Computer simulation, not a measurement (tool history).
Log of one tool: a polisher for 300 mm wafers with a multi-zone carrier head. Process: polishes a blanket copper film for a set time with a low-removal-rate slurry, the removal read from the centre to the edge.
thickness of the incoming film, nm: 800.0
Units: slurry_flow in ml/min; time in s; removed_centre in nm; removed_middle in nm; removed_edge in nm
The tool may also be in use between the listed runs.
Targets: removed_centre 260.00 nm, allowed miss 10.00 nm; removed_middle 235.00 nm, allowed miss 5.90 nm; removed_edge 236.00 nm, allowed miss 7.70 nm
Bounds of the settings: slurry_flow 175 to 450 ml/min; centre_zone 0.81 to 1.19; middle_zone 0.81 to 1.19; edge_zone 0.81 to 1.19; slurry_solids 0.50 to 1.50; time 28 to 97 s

run	hour	slurry_flow	centre_zone	middle_zone	edge_zone	slurry_solids	time	removed_centre	removed_middle	removed_edge
1	0.0	290	1.00	1.00	1.00	1.00	62	174.33	172.09	172.36
2	4.6	300	1.04	1.02	1.04	1.15	64	192.87	191.08	185.18
3	11.9	300	1.09	1.02	1.04	1.15	64	202.50	187.18	187.47
4	20.3	355	1.09	1.02	1.04	1.15	64	205.45	190.98	189.96
5	25.7	355	1.09	1.02	1.04	1.15	49	158.26	146.33	144.38
6	30.1	410	1.09	1.02	1.04	1.15	49	158.53	147.22	145.26
7	32.6	410	1.11	1.03	1.07	1.25	56	186.75	171.41	168.69
8	39.1	410	1.12	1.03	1.09	1.30	61	208.45	189.96	186.40
9	40.6	410	1.12	1.02	1.11	1.35	64	222.36	200.02	202.02
10	46.1	410	1.12	1.03	1.12	1.40	66	229.58	210.06	211.13

4 next moves are on the table. One of them brings every result within its allowed miss. Which?
A	51.6	410	1.11	1.04	1.15	1.35	70	?	?	?
B	51.6	450	1.11	1.00	1.06	1.50	74	?	?	?
C	51.6	435	0.86	1.01	1.19	1.45	73	?	?	?
D	51.6	365	1.00	0.95	1.19	1.50	76	?	?	?

move	removed_centre	removed_middle	removed_edge
A	234.11	219.67	220.92
B	254.88	232.13	232.33
C	192.53	228.77	238.23
D	231.88	226.26	247.70
A: nearer than the last run, and not there yet
B: meets every target
C: further off than the last run
D: nearer than the last run, and not there yet
Move B is the one to make.
